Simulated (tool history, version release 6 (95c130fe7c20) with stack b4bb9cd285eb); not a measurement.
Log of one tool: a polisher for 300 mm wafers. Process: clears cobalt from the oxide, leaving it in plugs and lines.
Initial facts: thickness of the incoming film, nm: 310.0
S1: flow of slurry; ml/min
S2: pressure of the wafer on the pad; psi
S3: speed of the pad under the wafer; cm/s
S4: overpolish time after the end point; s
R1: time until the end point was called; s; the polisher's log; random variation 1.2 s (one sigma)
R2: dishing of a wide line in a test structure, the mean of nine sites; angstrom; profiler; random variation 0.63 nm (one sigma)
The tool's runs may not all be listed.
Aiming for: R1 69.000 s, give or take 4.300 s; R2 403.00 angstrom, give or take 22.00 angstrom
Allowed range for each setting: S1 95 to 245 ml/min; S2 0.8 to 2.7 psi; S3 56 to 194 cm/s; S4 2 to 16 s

Run 1, hour 0.0: S1 155 ml/min, S2 1.7 psi, S3 124 cm/s, S4 8 s. Result: R1 71.216 s, R2 266.51 angstrom.
Run 2, hour 8.3: S1 155 ml/min, S2 1.7 psi, S3 148 cm/s, S4 8 s. Result: R1 59.719 s, R2 300.83 angstrom.
Run 3, hour 14.2: S1 155 ml/min, S2 1.7 psi, S3 166 cm/s, S4 8 s. Result: R1 52.965 s, R2 327.35 angstrom.
Run 4, hour 22.5: S1 195 ml/min, S2 1.7 psi, S3 166 cm/s, S4 8 s. Result: R1 52.753 s, R2 334.11 angstrom.
Run 5, hour 30.6: S1 195 ml/min, S2 1.6 psi, S3 166 cm/s, S4 9 s. Result: R1 56.424 s, R2 350.56 angstrom.
Run 6, hour 39.4: S1 165 ml/min, S2 1.6 psi, S3 166 cm/s, S4 9 s. Result: R1 56.641 s, R2 343.16 angstrom.
Run 7, hour 40.1: S1 165 ml/min, S2 1.4 psi, S3 164 cm/s, S4 11 s. Result: R1 64.125 s, R2 361.48 angstrom.
Run 8, hour 43.9: S1 165 ml/min, S2 1.3 psi, S3 162 cm/s, S4 12 s. Result: R1 70.732 s, R2 354.36 angstrom.
Run 9, hour 51.9: S1 165 ml/min, S2 1.3 psi, S3 162 cm/s, S4 12 s. Result: R1 72.571 s, R2 355.88 angstrom.

Of the 4 settings listed for the next run, only one would bring every result within its allowed miss of target. Which one?
Run A, hour 59.9: S1 190 ml/min, S2 1.2 psi, S3 182 cm/s, S4 14 s. Result: R1 ?, R2 ?.
Run B, hour 59.9: S1 165 ml/min, S2 1.2 psi, S3 176 cm/s, S4 9 s. Result: R1 ?, R2 ?.
Run C, hour 59.9: S1 175 ml/min, S2 1.6 psi, S3 138 cm/s, S4 11 s. Result: R1 ?, R2 ?.
Run D, hour 59.9: S1 170 ml/min, S2 1.7 psi, S3 154 cm/s, S4 10 s. Result: R1 ?, R2 ?.

move      R1      R2
   A  66.855  410.63
   B  70.572  298.72
   C  67.198  353.84
   D  57.197  368.61
A: each result inside its tolerance
B: further off than the last run
C: as far off as the last run
D: further off than the last run
A is the move that brings every result within its allowed miss.
